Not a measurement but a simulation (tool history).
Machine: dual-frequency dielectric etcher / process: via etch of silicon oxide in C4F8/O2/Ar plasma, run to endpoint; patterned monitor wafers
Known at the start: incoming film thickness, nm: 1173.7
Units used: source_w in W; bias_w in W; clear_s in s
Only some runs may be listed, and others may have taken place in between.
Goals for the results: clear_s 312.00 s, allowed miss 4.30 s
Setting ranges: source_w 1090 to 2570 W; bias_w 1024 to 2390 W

Run 1, day 0.000: source_w 1830 W, bias_w 1707 W. Result: clear_s 265.38 s.
Run 2, day 0.188: source_w 1830 W, bias_w 1819 W. Result: clear_s 259.08 s.
Run 3, day 0.408: source_w 2000 W, bias_w 1819 W. Result: clear_s 250.93 s.
Run 4, day 0.471: source_w 1830 W, bias_w 1771 W. Result: clear_s 262.40 s.
Run 5, day 0.554: source_w 1700 W, bias_w 1744 W. Result: clear_s 271.02 s.
Run 6, day 0.642: source_w 1500 W, bias_w 1744 W. Result: clear_s 285.04 s.
Run 7, day 0.792: source_w 1430 W, bias_w 1737 W. Result: clear_s 289.87 s.
Run 8, day 0.829: source_w 1370 W, bias_w 1731 W. Result: clear_s 293.16 s.
Run 9, day 1.158: source_w 1320 W, bias_w 1726 W. Result: clear_s 299.55 s.
At day 1.292: wet clean of the chamber.
Run 10, day 1.292: source_w 1290 W, bias_w 1723 W. Result: clear_s 294.45 s.
Run 11, day 1.496: source_w 1250 W, bias_w 1699 W. Result: clear_s 300.59 s.
Run 12, day 1.683: source_w 1220 W, bias_w 1691 W. Result: clear_s 303.77 s.
Run 13, day 1.971: source_w 1090 W, bias_w 1677 W. Result: clear_s 317.93 s.

Pick the move, out of 5, that brings all results within their allowed miss; only one does.
Run A, day 2.258: source_w 1090 W, bias_w 1584 W. Result: clear_s ?.
Run B, day 2.258: source_w 1130 W, bias_w 1712 W. Result: clear_s ?.
Run C, day 2.258: source_w 1120 W, bias_w 1596 W. Result: clear_s ?.
Run D, day 2.258: source_w 1440 W, bias_w 1421 W. Result: clear_s ?.
Run E, day 2.258: source_w 1260 W, bias_w 1712 W. Result: clear_s ?.

move  clear_s
   A   323.87
   B   309.96
   C   319.69
   D   304.63
   E   297.78
A: further off than the last run
B: every result within its allowed miss
C: further off than the last run
D: takes the biggest miss from the last run beyond its target
E: takes the biggest miss from the last run beyond its target
B is the move that brings every result within its allowed miss.
